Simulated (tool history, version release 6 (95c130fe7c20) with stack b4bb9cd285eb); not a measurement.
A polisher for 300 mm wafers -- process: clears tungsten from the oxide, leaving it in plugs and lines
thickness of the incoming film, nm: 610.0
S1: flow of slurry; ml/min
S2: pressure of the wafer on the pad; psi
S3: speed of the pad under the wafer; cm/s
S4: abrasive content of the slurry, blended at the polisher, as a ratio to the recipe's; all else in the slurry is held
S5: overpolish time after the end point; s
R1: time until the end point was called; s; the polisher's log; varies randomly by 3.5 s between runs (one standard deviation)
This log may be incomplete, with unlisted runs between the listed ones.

run,hour,S1,S2,S3,S4,S5,R1
1,0.0,175,3.2,134,1.0,39,133.15
2,0.7,175,3.6,134,1.0,39,123.28
3,9.5,175,3.1,134,1.0,39,140.31
4,11.0,175,3.0,134,1.0,39,146.69
5,15.5,175,3.0,114,1.0,39,166.55
6,16.6,175,2.9,114,1.0,39,177.75

For run 7, what comes out?
# hour 18.5: slurry tank refilled with fresh slurry and peroxide
7,18.5,175,2.7,114,1.0,39,?

Run 7 gave R1 162.03 s.
